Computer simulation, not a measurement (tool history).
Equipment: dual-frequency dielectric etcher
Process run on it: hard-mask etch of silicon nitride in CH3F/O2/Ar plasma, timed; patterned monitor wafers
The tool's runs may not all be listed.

run	hour	source power (W)	bias power (W)	etch time (s)	mean etch depth across the wafer (angstrom)
1	0.0	300	65	160.0	1132.9
2	4.1	300	65	167.5	1181.2
3	11.9	300	54	167.5	1141.5
4	18.3	250	54	167.5	1079.6
5	25.2	250	54	167.5	1088.1
6	33.7	310	54	167.5	1159.5
7	36.9	330	55	167.5	1188.1

The next listed run, before its measurement:
8	37.8	350	56	167.5	?

Run 8 yielded mean etch depth across the wafer (angstrom) 1208.2.
